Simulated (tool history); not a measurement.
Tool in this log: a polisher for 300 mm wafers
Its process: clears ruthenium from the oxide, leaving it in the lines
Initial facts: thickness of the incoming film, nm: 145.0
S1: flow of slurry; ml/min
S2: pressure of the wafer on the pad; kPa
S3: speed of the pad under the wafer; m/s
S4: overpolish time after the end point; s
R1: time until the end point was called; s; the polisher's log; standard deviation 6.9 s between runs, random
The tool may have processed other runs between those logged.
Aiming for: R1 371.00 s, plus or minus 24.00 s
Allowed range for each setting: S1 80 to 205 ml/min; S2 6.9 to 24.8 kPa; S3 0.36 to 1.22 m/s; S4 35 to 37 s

{"run": 1, "day": 0.0, "S1": 135, "S2": 15.9, "S3": 0.78, "S4": 35, "R1": 180.87}
{"run": 2, "day": 0.254, "S1": 135, "S2": 14.5, "S3": 0.76, "S4": 35, "R1": 190.02}
{"run": 3, "day": 0.346, "S1": 165, "S2": 14.5, "S3": 0.76, "S4": 35, "R1": 182.32}
{"run": 4, "day": 0.525, "S1": 165, "S2": 16.5, "S3": 0.76, "S4": 35, "R1": 161.39}
{"run": 5, "day": 0.604, "S1": 160, "S2": 15.2, "S3": 0.72, "S4": 35, "R1": 191.04}
{"run": 6, "day": 0.725, "S1": 190, "S2": 15.2, "S3": 0.72, "S4": 35, "R1": 187.53}
{"run": 7, "day": 0.892, "S1": 185, "S2": 11.0, "S3": 0.54, "S4": 35, "R1": 300.18}
{"run": 8, "day": 1.167, "S1": 185, "S2": 10.3, "S3": 0.54, "S4": 35, "R1": 308.26}
{"run": 9, "day": 1.417, "S1": 185, "S2": 9.7, "S3": 0.54, "S4": 35, "R1": 335.89}

Next run, 5 choices. One meets every target within its allowed miss, the rest don't. Which?
{"run": "A", "day": 1.667, "S1": 205, "S2": 9.7, "S3": 0.36, "S4": 35, "R1": "?"}
{"run": "B", "day": 1.667, "S1": 160, "S2": 9.7, "S3": 0.38, "S4": 35, "R1": "?"}
{"run": "C", "day": 1.667, "S1": 195, "S2": 9.7, "S3": 0.36, "S4": 37, "R1": "?"}
{"run": "D", "day": 1.667, "S1": 205, "S2": 6.9, "S3": 0.78, "S4": 35, "R1": "?"}
{"run": "E", "day": 1.667, "S1": 205, "S2": 11.0, "S3": 0.48, "S4": 35, "R1": "?"}

move=A R1=419.29
move=B R1=421.13
move=C R1=421.80
move=D R1=363.07
move=E R1=317.95
A: the result that was furthest off in the last run now lies on the other side of its target
B: the result that was furthest off in the last run now lies on the other side of its target
C: the result that was furthest off in the last run now lies on the other side of its target
D: all results land within tolerance of their targets
E: misses by more than the last run did
Answer: D
